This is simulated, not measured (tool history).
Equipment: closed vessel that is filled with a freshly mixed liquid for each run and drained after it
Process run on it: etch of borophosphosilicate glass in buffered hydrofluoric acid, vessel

run	hour	temperature setpoint of the liquid (°C)	parts of 40 % ammonium fluoride to one part of 49 % hydrofluoric acid (parts by volume)	time in the liquid (s)	thickness taken off the borophosphosilicate glass on a monitor wafer (nm)
1	0.0	24.0	13.0	85	105.100
2	1.8	23.0	13.0	85	99.558
3	7.0	20.5	13.0	85	86.445
4	15.1	17.5	13.0	85	74.168
5	19.8	17.5	15.0	85	63.958
6	24.1	17.5	13.5	85	70.843
7	31.7	17.5	13.5	85	70.622
8	37.0	18.0	13.5	85	72.636

For run 9, what comes out?
9	38.1	18.5	13.5	85	?

thickness taken off the borophosphosilicate glass on a monitor wafer (nm): 74.498
